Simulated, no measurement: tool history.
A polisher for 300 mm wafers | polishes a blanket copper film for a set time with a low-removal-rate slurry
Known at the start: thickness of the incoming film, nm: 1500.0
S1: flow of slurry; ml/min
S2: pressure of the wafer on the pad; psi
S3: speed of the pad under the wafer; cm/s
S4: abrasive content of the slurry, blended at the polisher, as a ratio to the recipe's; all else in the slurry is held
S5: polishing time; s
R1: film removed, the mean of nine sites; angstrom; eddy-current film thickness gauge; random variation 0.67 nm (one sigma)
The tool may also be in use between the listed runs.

run	hour	S1	S2	S3	S4	S5	R1
1	0	250	3.3	96	1	43	1137.9
2	2.3	195	3.3	96	1	43	1100.3
3	3.9	195	3.3	96	1	39	1005.9
4	10.2	195	2.5	96	1	39	769.59
5	12.6	195	2.5	96	0.85	39	726.25
6	20.2	195	2.5	96	1	39	761.57
7	22	195	2.3	96	1	39	703.65
8	25	195	2.2	96	1	39	686.34
9	26.4	195	2.1	96	1	39	655.55

The next listed run, before its measurement:
10	30.2	195	2	96	1	39	?

R1: 615.85 angstrom

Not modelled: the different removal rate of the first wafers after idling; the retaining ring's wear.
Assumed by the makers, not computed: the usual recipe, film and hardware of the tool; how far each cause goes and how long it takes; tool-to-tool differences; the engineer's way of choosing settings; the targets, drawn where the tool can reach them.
